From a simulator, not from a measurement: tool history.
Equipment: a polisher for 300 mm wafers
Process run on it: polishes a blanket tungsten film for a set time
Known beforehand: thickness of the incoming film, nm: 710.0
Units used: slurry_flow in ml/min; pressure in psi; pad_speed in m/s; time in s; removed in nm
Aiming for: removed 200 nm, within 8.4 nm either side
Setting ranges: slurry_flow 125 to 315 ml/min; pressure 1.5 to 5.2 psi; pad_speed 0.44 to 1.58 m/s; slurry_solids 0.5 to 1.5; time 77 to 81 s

Run 1, hour 0: slurry_flow 205 ml/min, pressure 3.3 psi, pad_speed 1 m/s, slurry_solids 1, time 77 s. Result: removed 295.14 nm.
Run 2, hour 6.3: slurry_flow 205 ml/min, pressure 3.3 psi, pad_speed 1 m/s, slurry_solids 1, time 77 s. Result: removed 289.89 nm.
Run 3, hour 11.1: slurry_flow 205 ml/min, pressure 3.3 psi, pad_speed 1 m/s, slurry_solids 1, time 77 s. Result: removed 291.88 nm.
Run 4, hour 14: slurry_flow 205 ml/min, pressure 3.1 psi, pad_speed 1 m/s, slurry_solids 1, time 77 s. Result: removed 285.82 nm.
At hour 15.1: slurry tank refilled with fresh slurry and peroxide.
Run 5, hour 15.1: slurry_flow 205 ml/min, pressure 2.8 psi, pad_speed 0.98 m/s, slurry_solids 1, time 77 s. Result: removed 324.49 nm.
Run 6, hour 20.2: slurry_flow 205 ml/min, pressure 2.8 psi, pad_speed 0.98 m/s, slurry_solids 1, time 77 s. Result: removed 329.15 nm.
Run 7, hour 24.7: slurry_flow 200 ml/min, pressure 1.8 psi, pad_speed 0.86 m/s, slurry_solids 1, time 77 s. Result: removed 232.63 nm.
Run 8, hour 28.3: slurry_flow 195 ml/min, pressure 1.7 psi, pad_speed 0.84 m/s, slurry_solids 1, time 77 s. Result: removed 213.91 nm.

Which single option among these 4 for the next run brings every result within its allowed miss of target? Just one does.
Run A, hour 31.9: slurry_flow 190 ml/min, pressure 2.1 psi, pad_speed 0.8 m/s, slurry_solids 0.95, time 81 s. Result: removed ?.
Run B, hour 31.9: slurry_flow 165 ml/min, pressure 2.4 psi, pad_speed 0.76 m/s, slurry_solids 0.7, time 80 s. Result: removed ?.
Run C, hour 31.9: slurry_flow 180 ml/min, pressure 1.5 psi, pad_speed 0.74 m/s, slurry_solids 0.95, time 79 s. Result: removed ?.
Run D, hour 31.9: slurry_flow 145 ml/min, pressure 1.7 psi, pad_speed 0.8 m/s, slurry_solids 0.9, time 80 s. Result: removed ?.

move  removed
   A   241.94
   B   223.73
   C   186.76
   D   206.68
A: further off than the last run
B: further off than the last run
C: takes the result that was furthest off past its target
D: every result within its allowed miss
Correct choice: D, which meets every target
